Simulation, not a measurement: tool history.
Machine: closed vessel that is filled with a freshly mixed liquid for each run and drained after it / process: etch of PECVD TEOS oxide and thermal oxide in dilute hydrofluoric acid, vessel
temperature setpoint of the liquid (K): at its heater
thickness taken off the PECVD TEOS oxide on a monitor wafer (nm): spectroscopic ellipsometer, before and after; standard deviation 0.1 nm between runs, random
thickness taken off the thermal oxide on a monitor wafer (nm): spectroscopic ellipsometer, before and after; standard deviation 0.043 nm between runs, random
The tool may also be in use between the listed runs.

run  hour  temperature setpoint of the liquid (K)  parts of water to one part of 49 % hydrofluoric acid (parts by volume)  time in the liquid (s)  thickness taken off the PECVD TEOS oxide on a monitor wafer (nm)  thickness taken off the thermal oxide on a monitor wafer (nm)
  1   0.0                                  298.15                                                                     245                     265                                                           10.5930                                                         3.8415
  2   3.7                                  299.15                                                                     245                     265                                                           11.0580                                                         3.9513
  3   6.5                                  299.15                                                                     245                     190                                                            7.9329                                                         2.8423
  4  10.5                                  299.15                                                                     215                     190                                                            9.2640                                                         3.2751
  5  12.0                                  299.15                                                                     185                     190                                                           11.1670                                                         4.0576
  6  18.6                                  299.65                                                                     185                     190                                                           11.2610                                                         4.1242
  7  21.3                                  300.15                                                                     185                     190                                                           11.5960                                                         4.1694
  8  24.9                                  302.65                                                                     175                     190                                                           13.5040                                                         4.8767

Expected results for the next run?
  9  33.7                                  302.15                                                                     175                     190                                                                 ?                                                              ?

For run 9 the tool returned thickness taken off the PECVD TEOS oxide on a monitor wafer (nm) 13.2080, thickness taken off the thermal oxide on a monitor wafer (nm) 4.8365.
